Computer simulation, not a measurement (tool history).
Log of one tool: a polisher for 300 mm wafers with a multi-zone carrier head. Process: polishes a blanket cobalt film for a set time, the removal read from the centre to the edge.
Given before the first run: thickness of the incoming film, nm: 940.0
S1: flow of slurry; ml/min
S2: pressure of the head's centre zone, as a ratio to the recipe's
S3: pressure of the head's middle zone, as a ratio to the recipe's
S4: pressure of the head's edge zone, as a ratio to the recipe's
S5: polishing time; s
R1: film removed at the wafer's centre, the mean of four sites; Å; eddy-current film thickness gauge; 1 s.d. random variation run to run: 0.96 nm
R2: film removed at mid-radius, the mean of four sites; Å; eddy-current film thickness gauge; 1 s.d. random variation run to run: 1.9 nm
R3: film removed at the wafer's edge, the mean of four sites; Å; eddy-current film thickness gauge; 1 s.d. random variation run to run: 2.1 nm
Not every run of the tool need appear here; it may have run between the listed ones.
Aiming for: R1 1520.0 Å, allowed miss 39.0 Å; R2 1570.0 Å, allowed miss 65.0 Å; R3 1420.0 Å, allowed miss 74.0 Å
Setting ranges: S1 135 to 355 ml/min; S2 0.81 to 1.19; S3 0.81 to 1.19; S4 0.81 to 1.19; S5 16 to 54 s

run  hour   S1    S2    S3    S4  S5      R1      R2      R3
  1   0.0  225  1.00  1.00  1.00  35  1024.6  1021.7  1041.4
  2   1.5  225  1.00  1.07  1.00  35  1023.8  1077.4  1047.4
  3   9.4  240  1.02  1.10  1.01  37  1118.0  1190.3  1106.1
  4  18.2  240  1.06  1.10  1.01  37  1144.8  1188.9  1089.1
  5  22.2  245  1.07  1.11  1.03  39  1234.1  1259.3  1157.8
  6  23.9  245  1.07  1.11  1.07  39  1249.6  1275.7  1196.9
  7  26.8  255  1.08  1.13  1.09  40  1293.6  1308.6  1229.3
  8  31.5  255  1.08  1.14  1.09  41  1318.9  1364.2  1240.0
  9  33.1  255  1.08  1.14  1.10  42  1358.6  1387.7  1347.6
 10  38.5  260  1.09  1.15  1.10  43  1408.8  1486.3  1385.2
 11  44.2  270  1.10  1.15  1.10  43  1422.6  1433.6  1364.3
 12  53.1  265  1.11  1.16  1.10  43  1434.3  1450.9  1363.8
 13  60.4  265  1.11  1.17  1.09  43  1422.2  1478.4  1369.5
 14  68.5  265  1.12  1.17  1.08  43  1445.0  1451.5  1353.7
 15  71.6  265  1.12  1.17  1.07  44  1485.8  1498.6  1337.3
 16  76.5  265  1.12  1.17  1.08  44  1493.8  1480.5  1345.0

4 next moves are on the table. One of them brings every result within its allowed miss. Which?
  A  81.4  235  1.18  1.14  1.02  43   ?   ?   ?
  B  81.4  265  1.10  1.02  1.19  46   ?   ?   ?
  C  81.4  280  1.12  1.19  1.10  45   ?   ?   ?
  D  81.4  230  1.19  1.19  1.12  43   ?   ?   ?

move      R1      R2      R3
   A  1506.4  1405.7  1303.4
   B  1522.7  1386.2  1525.3
   C  1528.3  1556.4  1435.8
   D  1515.5  1454.7  1362.1
A: further off than the last run
B: further off than the last run
C: every result lands within tolerance
D: further off than the last run
So the answer is move C, the one that meets all the targets.
